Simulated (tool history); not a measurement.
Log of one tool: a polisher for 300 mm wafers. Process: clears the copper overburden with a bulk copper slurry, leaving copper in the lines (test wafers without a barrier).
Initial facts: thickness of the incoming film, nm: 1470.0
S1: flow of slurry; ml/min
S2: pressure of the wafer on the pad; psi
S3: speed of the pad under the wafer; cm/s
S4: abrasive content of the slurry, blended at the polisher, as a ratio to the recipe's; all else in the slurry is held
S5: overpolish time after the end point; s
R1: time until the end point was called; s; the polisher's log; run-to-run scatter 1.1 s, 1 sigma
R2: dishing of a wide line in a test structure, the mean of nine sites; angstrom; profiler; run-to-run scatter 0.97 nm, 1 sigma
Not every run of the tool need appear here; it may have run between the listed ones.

run 1 hour=0 | S1=275 S2=3.2 S3=104 S4=1 S5=28 | R1=168.78 R2=643.34
run 2 hour=8.3 | S1=275 S2=3.6 S3=104 S4=1 S5=25 | R1=151.69 R2=633.25
run 3 hour=9.2 | S1=275 S2=3.6 S3=104 S4=1 S5=14 | R1=152.43 R2=553.85
run 4 hour=18 | S1=275 S2=4.1 S3=104 S4=1 S5=14 | R1=132.34 R2=577.44
run 5 hour=19.8 | S1=275 S2=4.3 S3=104 S4=1 S5=16 | R1=128.41 R2=617.82
run 6 hour=27.1 | S1=275 S2=4.3 S3=104 S4=1.15 S5=16 | R1=123.47 R2=624.95
run 7 hour=35.7 | S1=275 S2=4.5 S3=104 S4=1.15 S5=16 | R1=118.04 R2=611.72

Predict the results of run 8:
run 8 hour=41.4 | S1=275 S2=4.5 S3=104 S4=1.15 S5=16 | R1=? R2=?

Run 8 measured R1 117.69 s, R2 620.36 angstrom.

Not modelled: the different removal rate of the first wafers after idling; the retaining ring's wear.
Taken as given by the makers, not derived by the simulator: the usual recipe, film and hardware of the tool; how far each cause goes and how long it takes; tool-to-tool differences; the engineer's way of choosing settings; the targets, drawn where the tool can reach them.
